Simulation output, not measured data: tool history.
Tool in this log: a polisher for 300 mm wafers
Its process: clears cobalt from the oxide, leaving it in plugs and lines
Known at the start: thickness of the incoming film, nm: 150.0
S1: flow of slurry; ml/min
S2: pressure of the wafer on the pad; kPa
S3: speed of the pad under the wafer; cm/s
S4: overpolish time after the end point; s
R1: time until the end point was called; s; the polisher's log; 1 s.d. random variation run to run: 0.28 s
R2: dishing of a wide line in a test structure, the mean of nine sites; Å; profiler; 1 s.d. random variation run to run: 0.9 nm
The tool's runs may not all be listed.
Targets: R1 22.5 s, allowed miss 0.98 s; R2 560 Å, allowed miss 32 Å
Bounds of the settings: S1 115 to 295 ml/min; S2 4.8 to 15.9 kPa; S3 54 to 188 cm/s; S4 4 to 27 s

run 1 hour=0 | S1=190 S2=10.3 S3=120 S4=14 | R1=37.646 R2=373.32
run 2 hour=6.9 | S1=190 S2=10.3 S3=120 S4=11 | R1=37.317 R2=311.08
run 3 hour=12.5 | S1=145 S2=10.3 S3=120 S4=11 | R1=38.777 R2=301.13
run 4 hour=13.6 | S1=170 S2=10.3 S3=120 S4=11 | R1=38.753 R2=305.1
run 5 hour=15.8 | S1=170 S2=11.7 S3=120 S4=11 | R1=33.871 R2=330.55
run 6 hour=19.1 | S1=170 S2=12.4 S3=120 S4=12 | R1=32.131 R2=365.78
run 7 hour=28 | S1=170 S2=13.1 S3=122 S4=13 | R1=29.793 R2=413.73
run 8 hour=36 | S1=180 S2=15.9 S3=126 S4=15 | R1=24.509 R2=530.76
run 9 hour=37.9 | S1=180 S2=15.9 S3=128 S4=15 | R1=23.96 R2=521.7
run 10 hour=38.6 | S1=180 S2=15.9 S3=130 S4=15 | R1=23.864 R2=522.65
run 11 hour=46.2 | S1=180 S2=15.9 S3=132 S4=15 | R1=23.736 R2=519.93

Which single option among these 5 for the next run brings every result within its allowed miss of target? Just one does.
run A hour=53.8 | S1=235 S2=15.9 S3=152 S4=15 | R1=? R2=?
run B hour=53.8 | S1=165 S2=15.2 S3=128 S4=15 | R1=? R2=?
run C hour=53.8 | S1=195 S2=15.2 S3=128 S4=17 | R1=? R2=?
run D hour=53.8 | S1=165 S2=15.9 S3=142 S4=16 | R1=? R2=?
run E hour=53.8 | S1=170 S2=15.9 S3=140 S4=13 | R1=? R2=?

move=A R1=20.711 R2=558.08
move=B R1=25.247 R2=498.52
move=C R1=24.67 R2=543.46
move=D R1=22.646 R2=550.72
move=E R1=22.753 R2=486.51
A: takes the result that was furthest off past its target
B: the biggest miss grows against the last run
C: the biggest miss grows against the last run
D: meets every target
E: the worst result of the last run now meets its target, but another is out of spec
Answer: D
